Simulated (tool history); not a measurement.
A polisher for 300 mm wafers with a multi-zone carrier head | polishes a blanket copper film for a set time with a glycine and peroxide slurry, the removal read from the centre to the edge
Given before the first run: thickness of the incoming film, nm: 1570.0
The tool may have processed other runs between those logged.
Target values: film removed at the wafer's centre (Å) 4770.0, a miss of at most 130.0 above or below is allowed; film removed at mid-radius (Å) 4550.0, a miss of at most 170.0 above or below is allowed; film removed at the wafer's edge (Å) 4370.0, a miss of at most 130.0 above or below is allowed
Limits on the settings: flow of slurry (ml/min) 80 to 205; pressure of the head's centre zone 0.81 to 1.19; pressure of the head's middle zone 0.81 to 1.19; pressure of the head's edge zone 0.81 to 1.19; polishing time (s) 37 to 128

run,hour,flow of slurry (ml/min),pressure of the head's centre zone,pressure of the head's middle zone,pressure of the head's edge zone,polishing time (s),film removed at the wafer's centre (Å),film removed at mid-radius (Å),film removed at the wafer's edge (Å)
1,0.0,135,1.00,1.00,1.00,82,3798.2,3759.5,3787.9
2,6.5,145,1.01,1.01,1.01,82,3896.4,4016.1,3863.8
3,15.3,145,1.01,1.01,1.01,95,4492.2,4492.7,4470.8
4,16.1,145,1.02,1.01,1.00,95,4547.6,4564.0,4422.1
5,23.3,145,1.02,1.08,1.00,95,4599.4,4808.8,4417.9
6,28.9,115,1.02,1.08,1.00,95,4405.3,4665.4,4295.3
7,32.0,120,1.03,1.07,1.00,95,4446.5,4594.8,4357.5
8,38.4,125,1.04,1.06,1.00,95,4487.8,4626.4,4392.5
9,39.6,130,1.05,1.05,0.99,95,4646.0,4618.5,4338.3

Pick the move, out of 4, that brings all results within their allowed miss; only one does.
A,40.8,145,1.03,1.02,0.99,92,?,?,?
B,40.8,140,1.02,1.14,0.98,95,?,?,?
C,40.8,130,1.02,1.10,1.02,94,?,?,?
D,40.8,125,1.11,1.06,1.03,94,?,?,?

move,film removed at the wafer's centre (Å),film removed at mid-radius (Å),film removed at the wafer's edge (Å)
A,4512.9,4388.5,4294.8
B,4585.5,4944.8,4386.5
C,4465.4,4681.5,4383.9
D,4819.0,4501.2,4383.5
A: misses by more than the last run did
B: misses by more than the last run did
C: misses by more than the last run did
D: meets every target
Answer: D

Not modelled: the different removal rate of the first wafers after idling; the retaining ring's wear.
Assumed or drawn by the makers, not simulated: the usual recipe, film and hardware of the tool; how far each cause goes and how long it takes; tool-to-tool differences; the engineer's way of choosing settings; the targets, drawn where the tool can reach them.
